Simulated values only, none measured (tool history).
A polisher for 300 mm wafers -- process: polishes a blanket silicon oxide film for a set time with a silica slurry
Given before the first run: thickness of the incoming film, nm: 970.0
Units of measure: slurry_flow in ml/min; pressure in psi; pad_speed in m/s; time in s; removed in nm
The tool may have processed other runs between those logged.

run  hour  slurry_flow  pressure  pad_speed  slurry_solids  time  removed
  1   0.0          185       4.1       1.26           1.00    53  169.310
  2   6.3          185       3.8       1.26           1.00    53  159.850
  3   7.0          185       3.8       1.26           1.15    53  166.850
  4  15.9          185       3.5       1.24           1.15    53  150.310
  5  18.3          185       3.5       1.12           1.15    53  139.640
  6  23.5          185       3.3       1.12           1.15    53  133.730
  7  26.5          170       2.2       1.10           1.15    53   87.063

What does the tool deliver on the next run?
  8  31.7          175       2.2       1.10           1.15    53        ?

removed: 88.054 nm
